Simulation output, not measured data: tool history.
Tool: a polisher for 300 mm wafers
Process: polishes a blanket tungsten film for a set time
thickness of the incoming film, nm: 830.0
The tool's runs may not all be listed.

run	day	flow of slurry (ml/min)	pressure of the wafer on the pad (kPa)	speed of the pad under the wafer (cm/s)	abrasive content of the slurry	polishing time (s)	film removed (Å)
1	0.000	300	15.9	122	1.0	107	3526.6
2	0.321	375	15.9	122	1.0	107	3611.9
3	0.396	375	15.9	122	1.0	107	3715.6
4	0.600	315	15.9	122	1.0	107	3659.3
5	0.900	270	15.9	122	1.0	107	3617.1
6	1.171	270	14.5	122	1.0	107	3326.3
# day 1.446: slurry blender recalibrated
7	1.446	270	14.5	122	1.0	107	3558.2
8	1.475	270	18.6	126	1.0	107	4564.3
9	1.546	270	19.3	126	1.0	107	4724.2

Forecast run 10:
10	1.567	270	20.0	126	1.0	107	?

film removed (Å): 4976.0
